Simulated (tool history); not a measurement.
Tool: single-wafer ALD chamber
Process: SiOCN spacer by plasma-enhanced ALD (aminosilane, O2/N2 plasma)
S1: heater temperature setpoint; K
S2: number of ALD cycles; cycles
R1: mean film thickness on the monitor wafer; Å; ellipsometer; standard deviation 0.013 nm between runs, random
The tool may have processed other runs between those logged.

{"run": 1, "hour": 0.0, "S1": 683.15, "S2": 111, "R1": 65.37}
{"run": 2, "hour": 1.7, "S1": 687.15, "S2": 104, "R1": 60.803}
{"run": 3, "hour": 9.7, "S1": 687.15, "S2": 110, "R1": 63.771}
{"run": 4, "hour": 14.9, "S1": 693.15, "S2": 110, "R1": 62.904}
{"run": 5, "hour": 17.3, "S1": 686.15, "S2": 110, "R1": 64.28}
{"run": 6, "hour": 23.0, "S1": 690.15, "S2": 104, "R1": 59.68}
{"run": 7, "hour": 28.8, "S1": 693.15, "S2": 101, "R1": 57.473}
{"run": 8, "hour": 29.6, "S1": 696.15, "S2": 99, "R1": 55.84}
{"run": 9, "hour": 31.6, "S1": 698.15, "S2": 98, "R1": 55.088}
{"run": 10, "hour": 32.9, "S1": 700.15, "S2": 97, "R1": 53.852}

Run 11 has not been measured yet. What should we expect?
{"run": 11, "hour": 35.1, "S1": 701.15, "S2": 97, "R1": "?"}

Run 11 gave R1 53.786 Å.
